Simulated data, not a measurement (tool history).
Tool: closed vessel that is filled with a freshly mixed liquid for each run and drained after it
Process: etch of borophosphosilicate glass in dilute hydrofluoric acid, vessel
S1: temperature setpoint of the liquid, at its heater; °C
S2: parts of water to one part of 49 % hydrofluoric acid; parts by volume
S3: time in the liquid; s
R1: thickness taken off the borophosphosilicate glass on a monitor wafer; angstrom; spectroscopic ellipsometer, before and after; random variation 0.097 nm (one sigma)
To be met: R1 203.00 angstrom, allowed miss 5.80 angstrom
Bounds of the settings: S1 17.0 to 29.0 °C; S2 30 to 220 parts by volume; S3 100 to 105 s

run    day    S1   S2   S3      R1
  1  0.000  21.0  125  100  268.85
  2  0.329  21.0   95  100  367.93
  3  0.442  24.0   95  100  410.13
  4  0.788  22.5  105  100  348.18
  5  1.146  20.0  105  100  315.04
  6  1.312  20.0  140  100  226.81
  7  1.529  19.5  140  100  221.74
  8  1.821  19.0  140  100  216.69
  9  2.133  18.5  140  100  214.16
 10  2.221  18.0  140  100  210.45

4 next moves are on the table. One of them brings every result within its allowed miss. Which?
  A  2.308  17.5  135  100   ?
  B  2.308  18.0  135  100   ?
  C  2.308  18.5  145  100   ?
  D  2.308  19.5  145  105   ?

move      R1
   A  213.58
   B  218.01
   C  205.07
   D  224.18
A: further off than the last run
B: further off than the last run
C: meets every target
D: further off than the last run
Answer: C
